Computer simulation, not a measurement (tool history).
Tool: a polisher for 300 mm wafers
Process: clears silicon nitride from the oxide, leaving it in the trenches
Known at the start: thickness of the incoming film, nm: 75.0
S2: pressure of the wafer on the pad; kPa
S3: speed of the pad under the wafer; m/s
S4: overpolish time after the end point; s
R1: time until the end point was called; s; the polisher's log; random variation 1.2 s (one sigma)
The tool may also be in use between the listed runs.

run 1 day=0.000 | flow_of_slurry_(ml/min)=185 S2=20.7 S3=0.96 S4=9 | R1=73.791
run 2 day=0.338 | flow_of_slurry_(ml/min)=185 S2=20.7 S3=0.96 S4=9 | R1=72.708
run 3 day=0.617 | flow_of_slurry_(ml/min)=185 S2=20.0 S3=0.96 S4=9 | R1=75.558
run 4 day=0.762 | flow_of_slurry_(ml/min)=185 S2=22.8 S3=0.96 S4=9 | R1=64.571
run 5 day=1.054 | flow_of_slurry_(ml/min)=185 S2=21.4 S3=0.96 S4=9 | R1=70.976
run 6 day=1.342 | flow_of_slurry_(ml/min)=140 S2=21.4 S3=0.96 S4=9 | R1=73.966
run 7 day=1.371 | flow_of_slurry_(ml/min)=140 S2=20.7 S3=0.96 S4=9 | R1=76.053

The next listed run, before its measurement:
run 8 day=1.475 | flow_of_slurry_(ml/min)=140 S2=15.2 S3=0.94 S4=9 | R1=?

{"run 8": {"R1": 105.82}}
